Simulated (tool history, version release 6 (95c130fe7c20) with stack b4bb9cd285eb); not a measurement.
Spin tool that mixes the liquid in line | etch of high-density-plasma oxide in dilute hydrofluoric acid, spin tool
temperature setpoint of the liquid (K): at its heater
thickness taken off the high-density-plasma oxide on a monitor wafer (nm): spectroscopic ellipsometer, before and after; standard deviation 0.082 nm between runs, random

run  hour  temperature setpoint of the liquid (K)  parts of water to one part of 49 % hydrofluoric acid (parts by volume)  time under the liquid (s)  thickness taken off the high-density-plasma oxide on a monitor wafer (nm)
  1   0.0                                  299.15                                                                     145                        150                                                                     10.002
  2   4.3                                  301.15                                                                     140                        150                                                                     11.216
  3   8.1                                  302.65                                                                     135                        150                                                                     12.546
  4   8.9                                  303.65                                                                     135                        150                                                                     12.892
  5  10.9                                  303.65                                                                     135                        165                                                                     14.184
  6  18.4                                  303.65                                                                     175                        165                                                                     10.395
  7  24.0                                  304.65                                                                     165                        165                                                                     11.597

What does the tool deliver on the next run?
  8  32.0                                  305.15                                                                     155                        165                                                                          ?

Logged for run 8: thickness taken off the high-density-plasma oxide on a monitor wafer (nm) 12.724.
